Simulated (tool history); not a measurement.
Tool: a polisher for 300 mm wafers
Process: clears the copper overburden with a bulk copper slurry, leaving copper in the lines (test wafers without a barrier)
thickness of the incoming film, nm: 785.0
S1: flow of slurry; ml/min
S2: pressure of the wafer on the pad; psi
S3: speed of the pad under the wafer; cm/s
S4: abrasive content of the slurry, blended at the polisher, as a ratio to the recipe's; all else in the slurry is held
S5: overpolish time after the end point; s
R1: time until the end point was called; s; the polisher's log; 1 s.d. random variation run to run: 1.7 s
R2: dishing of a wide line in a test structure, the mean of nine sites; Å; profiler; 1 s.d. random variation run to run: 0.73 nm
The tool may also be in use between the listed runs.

run 1 day=0 | S1=195 S2=2.5 S3=104 S4=1 S5=24 | R1=97.158 R2=628.38
run 2 day=0.267 | S1=195 S2=2.5 S3=104 S4=1 S5=15 | R1=97.323 R2=506.42
run 3 day=0.325 | S1=195 S2=2.4 S3=104 S4=1 S5=17 | R1=102.35 R2=537.66
run 4 day=0.467 | S1=170 S2=2.4 S3=104 S4=1 S5=17 | R1=106.3 R2=514.8
run 5 day=0.521 | S1=165 S2=2.3 S3=104 S4=1 S5=19 | R1=110.97 R2=532.13
run 6 day=0.858 | S1=215 S2=2.3 S3=104 S4=1 S5=19 | R1=102.99 R2=551.84
run 7 day=1.162 | S1=210 S2=2.2 S3=104 S4=1 S5=21 | R1=111.23 R2=558.62
run 8 day=1.388 | S1=205 S2=2.1 S3=104 S4=1 S5=22 | R1=115.7 R2=556.51
run 9 day=1.625 | S1=200 S2=2 S3=104 S4=1 S5=23 | R1=121.17 R2=543.44
run 10 day=1.812 | S1=195 S2=2 S3=104 S4=1 S5=25 | R1=122.39 R2=561.45
run 11 day=1.95 | S1=190 S2=2 S3=104 S4=1 S5=26 | R1=122.93 R2=570.02
run 12 day=2.279 | S1=185 S2=2 S3=104 S4=1 S5=27 | R1=122.69 R2=573.9
run 13 day=2.658 | S1=180 S2=2 S3=104 S4=1 S5=28 | R1=120.72 R2=586.95

Run 14 is up next; what results do you expect?
-- day=3.008 head pressure recalibrated
run 14 day=3.008 | S1=180 S2=1.9 S3=104 S4=1 S5=29 | R1=? R2=?

For run 14 the tool returned R1 140.28 s, R2 558.18 Å.
